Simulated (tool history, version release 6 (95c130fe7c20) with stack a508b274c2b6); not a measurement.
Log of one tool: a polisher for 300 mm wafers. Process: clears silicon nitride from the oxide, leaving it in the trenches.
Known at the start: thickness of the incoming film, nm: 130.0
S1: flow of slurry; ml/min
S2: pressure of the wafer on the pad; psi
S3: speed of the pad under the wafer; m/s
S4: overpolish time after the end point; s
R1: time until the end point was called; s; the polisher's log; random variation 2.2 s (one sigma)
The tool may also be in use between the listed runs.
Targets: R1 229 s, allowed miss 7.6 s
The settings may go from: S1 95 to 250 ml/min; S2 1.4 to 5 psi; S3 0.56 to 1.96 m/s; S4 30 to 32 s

| run | hour | S1 | S2 | S3 | S4 | R1 |
|---|---|---|---|---|---|---|
| 1 | 0 | 160 | 3.2 | 1.26 | 30 | 101.85 |
| 2 | 2.6 | 160 | 3.2 | 1.26 | 32 | 100.56 |
| 3 | 9.7 | 160 | 3 | 1.22 | 32 | 108.16 |
| 4 | 13 | 125 | 3 | 1.22 | 32 | 115.28 |
| 5 | 14.4 | 125 | 2.4 | 1.22 | 32 | 136.19 |
| 6 | 15.4 | 125 | 2.9 | 1.22 | 32 | 118.08 |
| 7 | 18.2 | 125 | 2.7 | 1.18 | 32 | 129.52 |
| 8 | 23 | 125 | 2.5 | 1.16 | 32 | 138.25 |
| 9 | 24.5 | 125 | 2.4 | 1.14 | 32 | 144.96 |
| 10 | 30 | 125 | 2.3 | 1.12 | 32 | 151.8 |
| 11 | 35.2 | 125 | 2.2 | 1.1 | 32 | 158.15 |
| 12 | 41.3 | 125 | 2.1 | 1.08 | 32 | 165.19 |
| 13 | 47.5 | 115 | 1.4 | 0.92 | 32 | 252.87 |
| 14 | 50.6 | 120 | 1.4 | 0.92 | 32 | 252.64 |

5 next moves are on the table. One of them brings every result within its allowed miss. Which?
| A | 53.7 | 135 | 1.4 | 0.76 | 30 | ? |
| B | 53.7 | 110 | 1.5 | 1 | 30 | ? |
| C | 53.7 | 95 | 1.5 | 0.88 | 32 | ? |
| D | 53.7 | 110 | 1.4 | 0.86 | 30 | ? |
| E | 53.7 | 95 | 1.6 | 0.88 | 32 | ? |

| move | R1 |
|---|---|
| A | 297.69 |
| B | 231.12 |
| C | 272.96 |
| D | 278.05 |
| E | 262.63 |
A: further off than the last run
B: meets every target
C: further off than the last run
D: further off than the last run
E: further off than the last run
Move B is the one to make.
